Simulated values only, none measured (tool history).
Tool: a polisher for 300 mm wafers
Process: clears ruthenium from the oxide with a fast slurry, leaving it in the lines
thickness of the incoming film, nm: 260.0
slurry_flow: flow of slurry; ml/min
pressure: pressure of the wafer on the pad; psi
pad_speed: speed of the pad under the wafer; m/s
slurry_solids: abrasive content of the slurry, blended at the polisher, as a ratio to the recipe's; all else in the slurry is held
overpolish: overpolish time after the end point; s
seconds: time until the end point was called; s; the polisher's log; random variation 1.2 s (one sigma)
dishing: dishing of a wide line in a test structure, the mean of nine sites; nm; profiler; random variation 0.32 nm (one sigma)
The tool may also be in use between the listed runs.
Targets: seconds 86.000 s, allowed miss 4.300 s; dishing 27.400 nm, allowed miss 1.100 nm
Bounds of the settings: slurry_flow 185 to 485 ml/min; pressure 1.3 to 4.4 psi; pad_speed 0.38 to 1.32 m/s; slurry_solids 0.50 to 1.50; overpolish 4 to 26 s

| run | hour | slurry_flow | pressure | pad_speed | slurry_solids | overpolish | seconds | dishing |
|---|---|---|---|---|---|---|---|---|
| 1 | 0.0 | 310 | 2.8 | 0.84 | 1.00 | 13 | 68.165 | 42.344 |
| 2 | 6.1 | 310 | 2.6 | 0.84 | 1.00 | 12 | 74.404 | 37.018 |
| 3 | 9.1 | 310 | 2.5 | 0.84 | 1.00 | 11 | 77.666 | 32.779 |
| 4 | 16.9 | 310 | 2.5 | 0.94 | 1.00 | 11 | 71.136 | 35.620 |
| 5 | 19.6 | 310 | 2.4 | 0.94 | 1.00 | 11 | 70.587 | 35.189 |
| 6 | 22.3 | 240 | 2.4 | 0.94 | 1.00 | 11 | 73.428 | 35.202 |
| 7 | 28.8 | 240 | 2.3 | 0.94 | 1.00 | 11 | 75.264 | 33.363 |
| 8 | 37.3 | 240 | 2.2 | 0.94 | 1.00 | 11 | 78.742 | 32.147 |
| 9 | 40.7 | 240 | 2.1 | 0.94 | 1.00 | 11 | 83.709 | 30.656 |
| 10 | 48.4 | 240 | 2.1 | 0.94 | 1.00 | 11 | 83.395 | 31.253 |

5 next moves are on the table. One of them brings every result within its allowed miss. Which?
| A | 56.1 | 205 | 2.1 | 0.94 | 1.00 | 9 | ? | ? |
| B | 56.1 | 265 | 1.6 | 1.14 | 1.05 | 9 | ? | ? |
| C | 56.1 | 200 | 2.2 | 0.98 | 0.90 | 10 | ? | ? |
| D | 56.1 | 220 | 2.3 | 0.86 | 1.15 | 8 | ? | ? |
| E | 56.1 | 270 | 2.5 | 0.76 | 1.25 | 8 | ? | ? |

| move | seconds | dishing |
|---|---|---|
| A | 87.502 | 25.441 |
| B | 88.435 | 25.192 |
| C | 86.105 | 28.444 |
| D | 80.135 | 24.748 |
| E | 78.031 | 25.365 |
A: takes the result that was furthest off past its target
B: takes the result that was furthest off past its target
C: meets every target
D: takes the result that was furthest off past its target
E: takes the result that was furthest off past its target
Move C is the one to make.
